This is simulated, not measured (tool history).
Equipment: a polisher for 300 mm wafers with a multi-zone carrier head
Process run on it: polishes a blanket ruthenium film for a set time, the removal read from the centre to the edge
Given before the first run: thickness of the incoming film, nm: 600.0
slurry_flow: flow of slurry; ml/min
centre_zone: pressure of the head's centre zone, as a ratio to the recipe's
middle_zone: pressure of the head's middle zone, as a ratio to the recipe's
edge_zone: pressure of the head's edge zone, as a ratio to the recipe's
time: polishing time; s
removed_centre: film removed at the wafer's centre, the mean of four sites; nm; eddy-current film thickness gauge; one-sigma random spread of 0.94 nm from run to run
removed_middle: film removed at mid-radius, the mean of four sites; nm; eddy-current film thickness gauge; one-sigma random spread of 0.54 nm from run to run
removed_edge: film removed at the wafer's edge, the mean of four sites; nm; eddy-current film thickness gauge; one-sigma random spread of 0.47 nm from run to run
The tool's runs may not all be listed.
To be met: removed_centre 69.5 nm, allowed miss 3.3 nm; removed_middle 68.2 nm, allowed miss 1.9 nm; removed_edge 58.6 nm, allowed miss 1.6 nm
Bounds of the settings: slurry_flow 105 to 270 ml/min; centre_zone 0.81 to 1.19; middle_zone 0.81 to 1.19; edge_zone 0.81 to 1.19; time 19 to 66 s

run	hour	slurry_flow	centre_zone	middle_zone	edge_zone	time	removed_centre	removed_middle	removed_edge
1	0	175	1	1	1	42	50.178	49.414	50.526
2	3.7	175	0.96	1	1	42	49.65	49.695	50.429
3	11.3	200	1.02	1.04	0.98	44	53.251	54.957	52.607
4	18.5	200	1.02	1.04	0.94	44	53.255	54.821	51.699
5	27.3	200	1.02	1.04	0.94	35	42.058	43.679	41.231
6	31.4	205	1.07	1.06	0.92	40	51.854	51.147	46.808
7	34.3	205	1.1	1.09	0.95	42	55.161	54.964	49.208
8	41.9	210	1.12	1.11	0.97	44	57.546	57.883	52.431
9	49.7	215	1.14	1.12	0.96	46	62.006	62.484	54.56
10	50.2	220	1.16	1.12	0.96	47	64.541	64.051	56.56

Exercise: of the 5 proposed moves below, exactly one satisfies all targets within the stated allowed misses. Which move is it?
A	50.7	200	1.17	1.14	0.91	50	?	?	?
B	50.7	180	1.19	1.05	0.82	50	?	?	?
C	50.7	215	1.16	1.14	1	45	?	?	?
D	50.7	240	1.06	1.15	0.97	46	?	?	?
E	50.7	220	1.18	0.97	0.97	50	?	?	?

move	removed_centre	removed_middle	removed_edge
A	69.531	67.485	57.59
B	69.581	62.145	55.267
C	62.663	61.218	53.85
D	59.973	63.812	54.923
E	70.792	59.432	59.441
A: hits every target within its allowed miss
B: further off than the last run
C: further off than the last run
D: further off than the last run
E: further off than the last run
A is the move that brings every result within its allowed miss.

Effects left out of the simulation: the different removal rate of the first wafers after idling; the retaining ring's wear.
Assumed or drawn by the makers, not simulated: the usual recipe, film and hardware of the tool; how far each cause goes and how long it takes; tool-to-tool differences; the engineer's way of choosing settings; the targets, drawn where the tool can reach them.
